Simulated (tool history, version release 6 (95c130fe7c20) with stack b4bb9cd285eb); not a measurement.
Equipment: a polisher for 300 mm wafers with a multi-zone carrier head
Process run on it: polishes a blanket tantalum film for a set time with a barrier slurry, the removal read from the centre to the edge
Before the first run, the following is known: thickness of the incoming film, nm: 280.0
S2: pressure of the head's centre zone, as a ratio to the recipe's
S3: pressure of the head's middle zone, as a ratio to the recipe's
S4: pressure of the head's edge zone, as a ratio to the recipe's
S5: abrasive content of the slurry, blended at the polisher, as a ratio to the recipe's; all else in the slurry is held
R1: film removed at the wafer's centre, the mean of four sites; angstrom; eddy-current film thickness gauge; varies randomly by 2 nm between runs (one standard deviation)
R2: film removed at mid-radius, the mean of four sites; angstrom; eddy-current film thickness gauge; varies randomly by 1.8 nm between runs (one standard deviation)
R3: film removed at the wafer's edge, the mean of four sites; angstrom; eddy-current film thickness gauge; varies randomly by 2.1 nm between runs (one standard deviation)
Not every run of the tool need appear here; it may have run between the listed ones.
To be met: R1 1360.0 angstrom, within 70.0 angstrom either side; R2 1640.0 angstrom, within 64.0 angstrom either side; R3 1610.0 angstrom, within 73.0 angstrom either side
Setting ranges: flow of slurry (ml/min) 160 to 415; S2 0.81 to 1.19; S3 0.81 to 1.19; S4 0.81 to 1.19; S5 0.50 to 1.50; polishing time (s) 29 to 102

run 1 day=0.000 | flow_of_slurry_(ml/min)=265 S2=1.00 S3=1.00 S4=1.00 S5=1.00 polishing_time_(s)=65 | R1=1068.4 R2=1067.8 R3=1077.9
run 2 day=0.329 | flow_of_slurry_(ml/min)=265 S2=0.99 S3=1.01 S4=1.01 S5=1.05 polishing_time_(s)=67 | R1=1073.9 R2=1119.8 R3=1120.4
run 3 day=0.508 | flow_of_slurry_(ml/min)=265 S2=0.99 S3=1.01 S4=1.01 S5=0.95 polishing_time_(s)=67 | R1=1075.3 R2=1090.8 R3=1104.9
run 4 day=0.817 | flow_of_slurry_(ml/min)=265 S2=0.99 S3=1.01 S4=1.01 S5=1.15 polishing_time_(s)=67 | R1=1103.4 R2=1138.7 R3=1177.4
run 5 day=1.096 | flow_of_slurry_(ml/min)=265 S2=0.99 S3=0.97 S4=1.01 S5=1.15 polishing_time_(s)=67 | R1=1095.5 R2=1090.8 R3=1154.2
run 6 day=1.288 | flow_of_slurry_(ml/min)=265 S2=0.99 S3=1.02 S4=1.01 S5=1.15 polishing_time_(s)=67 | R1=1092.9 R2=1141.2 R3=1151.0
run 7 day=1.488 | flow_of_slurry_(ml/min)=265 S2=0.99 S3=1.03 S4=1.02 S5=1.20 polishing_time_(s)=69 | R1=1176.8 R2=1172.4 R3=1165.9
run 8 day=1.783 | flow_of_slurry_(ml/min)=270 S2=0.97 S3=1.03 S4=1.01 S5=1.20 polishing_time_(s)=72 | R1=1182.2 R2=1248.1 R3=1196.4

Which of these 4 next moves meets every target?
run A day=2.079 | flow_of_slurry_(ml/min)=320 S2=0.98 S3=0.91 S4=1.00 S5=1.40 polishing_time_(s)=90 | R1=? R2=? R3=?
run B day=2.079 | flow_of_slurry_(ml/min)=175 S2=0.84 S3=1.02 S4=1.00 S5=1.30 polishing_time_(s)=96 | R1=? R2=? R3=?
run C day=2.079 | flow_of_slurry_(ml/min)=300 S2=0.92 S3=1.09 S4=1.02 S5=1.10 polishing_time_(s)=102 | R1=? R2=? R3=?
run D day=2.079 | flow_of_slurry_(ml/min)=285 S2=0.93 S3=0.96 S4=1.02 S5=1.45 polishing_time_(s)=96 | R1=? R2=? R3=?

move=A R1=1537.7 R2=1473.2 R3=1612.4
move=B R1=1336.3 R2=1618.8 R3=1643.7
move=C R1=1559.3 R2=1810.9 R3=1750.5
move=D R1=1558.0 R2=1632.3 R3=1737.1
A: moves toward the targets from the last run without getting all of them in spec
B: every result lands within tolerance
C: the result that was furthest off in the last run now lies on the other side of its target
D: the furthest-off result lands on target, but another misses its tolerance
Go with B: it meets all targets.
